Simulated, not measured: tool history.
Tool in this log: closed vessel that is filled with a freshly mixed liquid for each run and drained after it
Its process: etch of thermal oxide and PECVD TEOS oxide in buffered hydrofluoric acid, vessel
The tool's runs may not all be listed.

run	hour	temperature setpoint of the liquid (C)	parts of 40 % ammonium fluoride to one part of 49 % hydrofluoric acid (parts by volume)	time in the liquid (s)	thickness taken off the thermal oxide on a monitor wafer (Å)	thickness taken off the PECVD TEOS oxide on a monitor wafer (Å)
1	0.0	21.0	16.5	60	367.29	400.21
2	5.3	22.5	16.5	60	402.05	433.86
3	8.8	24.0	16.5	60	437.43	473.52
4	16.4	27.5	16.5	60	532.43	568.15
5	17.8	27.5	16.5	45	398.58	429.60
6	20.5	27.5	13.0	45	507.43	546.84
7	22.6	28.0	12.5	45	537.75	583.10

Run 8 comes next. What will it give?
8	25.2	28.5	12.0	45	?	?

thickness taken off the thermal oxide on a monitor wafer (Å): 574.92
thickness taken off the PECVD TEOS oxide on a monitor wafer (Å): 618.93

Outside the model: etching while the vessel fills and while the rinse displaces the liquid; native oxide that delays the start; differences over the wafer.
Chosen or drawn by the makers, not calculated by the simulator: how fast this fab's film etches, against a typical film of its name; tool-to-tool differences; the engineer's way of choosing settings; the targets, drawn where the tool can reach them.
